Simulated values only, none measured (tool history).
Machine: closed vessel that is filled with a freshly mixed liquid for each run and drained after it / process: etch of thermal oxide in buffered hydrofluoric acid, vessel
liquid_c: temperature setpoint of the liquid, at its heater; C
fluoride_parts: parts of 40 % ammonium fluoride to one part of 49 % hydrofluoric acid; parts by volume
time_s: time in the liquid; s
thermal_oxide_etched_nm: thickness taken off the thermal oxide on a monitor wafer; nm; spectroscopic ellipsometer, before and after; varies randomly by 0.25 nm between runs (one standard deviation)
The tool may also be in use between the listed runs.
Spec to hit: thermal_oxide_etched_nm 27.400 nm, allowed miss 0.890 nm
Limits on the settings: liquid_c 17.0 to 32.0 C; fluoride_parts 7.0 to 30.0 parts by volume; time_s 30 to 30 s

Run 1, hour 0.0: liquid_c 24.0 C, fluoride_parts 20.0 parts by volume, time_s 30 s. Result: thermal_oxide_etched_nm 15.668 nm.
Run 2, hour 5.3: liquid_c 26.5 C, fluoride_parts 19.0 parts by volume, time_s 30 s. Result: thermal_oxide_etched_nm 18.344 nm.
Run 3, hour 8.6: liquid_c 24.5 C, fluoride_parts 19.0 parts by volume, time_s 30 s. Result: thermal_oxide_etched_nm 16.706 nm.
Run 4, hour 10.8: liquid_c 24.5 C, fluoride_parts 19.0 parts by volume, time_s 30 s. Result: thermal_oxide_etched_nm 17.003 nm.
Run 5, hour 15.7: liquid_c 27.0 C, fluoride_parts 19.0 parts by volume, time_s 30 s. Result: thermal_oxide_etched_nm 19.335 nm.
Run 6, hour 22.4: liquid_c 27.0 C, fluoride_parts 16.0 parts by volume, time_s 30 s. Result: thermal_oxide_etched_nm 22.720 nm.
Run 7, hour 30.0: liquid_c 28.0 C, fluoride_parts 16.0 parts by volume, time_s 30 s. Result: thermal_oxide_etched_nm 23.850 nm.
Run 8, hour 38.8: liquid_c 29.0 C, fluoride_parts 16.0 parts by volume, time_s 30 s. Result: thermal_oxide_etched_nm 24.953 nm.
Run 9, hour 44.6: liquid_c 29.5 C, fluoride_parts 16.0 parts by volume, time_s 30 s. Result: thermal_oxide_etched_nm 25.889 nm.

Next run, 4 choices. One meets every target within its allowed miss, the rest don't. Which?
Run A, hour 50.4: liquid_c 29.0 C, fluoride_parts 13.5 parts by volume, time_s 30 s. Result: thermal_oxide_etched_nm ?.
Run B, hour 50.4: liquid_c 30.0 C, fluoride_parts 17.0 parts by volume, time_s 30 s. Result: thermal_oxide_etched_nm ?.
Run C, hour 50.4: liquid_c 29.5 C, fluoride_parts 14.0 parts by volume, time_s 30 s. Result: thermal_oxide_etched_nm ?.
Run D, hour 50.4: liquid_c 31.5 C, fluoride_parts 17.0 parts by volume, time_s 30 s. Result: thermal_oxide_etched_nm ?.

move  thermal_oxide_etched_nm
   A                   29.616
   B                   24.904
   C                   29.344
   D                   26.941
A: the result that was furthest off in the last run now lies on the other side of its target
B: misses by more than the last run did
C: the result that was furthest off in the last run now lies on the other side of its target
D: in spec on every target
The right move is D.

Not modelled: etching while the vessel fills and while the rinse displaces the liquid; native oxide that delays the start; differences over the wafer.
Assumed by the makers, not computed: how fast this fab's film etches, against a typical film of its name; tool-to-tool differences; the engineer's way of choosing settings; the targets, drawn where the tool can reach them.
